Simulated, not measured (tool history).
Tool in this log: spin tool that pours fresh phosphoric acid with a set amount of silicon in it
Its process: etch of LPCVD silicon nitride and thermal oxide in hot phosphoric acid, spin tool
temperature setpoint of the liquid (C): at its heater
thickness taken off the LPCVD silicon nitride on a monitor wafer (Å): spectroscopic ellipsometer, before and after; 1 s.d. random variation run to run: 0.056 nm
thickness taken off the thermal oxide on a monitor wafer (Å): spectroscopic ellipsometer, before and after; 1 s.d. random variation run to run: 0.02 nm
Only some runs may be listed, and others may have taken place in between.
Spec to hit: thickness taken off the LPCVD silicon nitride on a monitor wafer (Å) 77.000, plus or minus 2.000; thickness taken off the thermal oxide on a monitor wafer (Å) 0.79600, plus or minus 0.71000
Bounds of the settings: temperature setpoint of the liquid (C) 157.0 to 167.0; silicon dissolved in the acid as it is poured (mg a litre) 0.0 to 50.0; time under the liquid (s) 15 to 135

run	hour	temperature setpoint of the liquid (C)	silicon dissolved in the acid as it is poured (mg a litre)	time under the liquid (s)	thickness taken off the LPCVD silicon nitride on a monitor wafer (Å)	thickness taken off the thermal oxide on a monitor wafer (Å)
1	0.0	162.0	24.5	70	64.974	1.29200
2	3.0	162.0	16.5	70	64.980	1.62050
3	9.2	163.0	16.5	70	67.376	1.53150
4	9.8	163.0	16.5	100	96.107	1.82340
5	13.4	161.5	23.5	95	85.919	1.43050
6	19.0	161.5	14.5	95	86.674	2.01040
7	25.2	160.5	22.0	95	85.082	1.82780
8	27.1	160.0	29.5	95	82.108	0.95219
9	32.4	159.5	30.5	95	81.904	1.09860
10	36.3	159.0	32.5	95	79.023	0.98544

Pick the move, out of 4, that brings all results within their allowed miss; only one does.
A	40.2	159.0	32.5	85	?	?
B	40.2	161.0	33.5	85	?	?
C	40.2	160.0	34.5	85	?	?
D	40.2	158.5	33.5	85	?	?

move	thickness taken off the LPCVD silicon nitride on a monitor wafer (Å)	thickness taken off the thermal oxide on a monitor wafer (Å)
A	70.920	0.54665
B	75.848	0.60580
C	73.348	0.53646
D	69.732	0.50325
A: takes the result that was furthest off past its target
B: every result lands within tolerance
C: takes the result that was furthest off past its target
D: takes the result that was furthest off past its target
The move that meets every target is B.
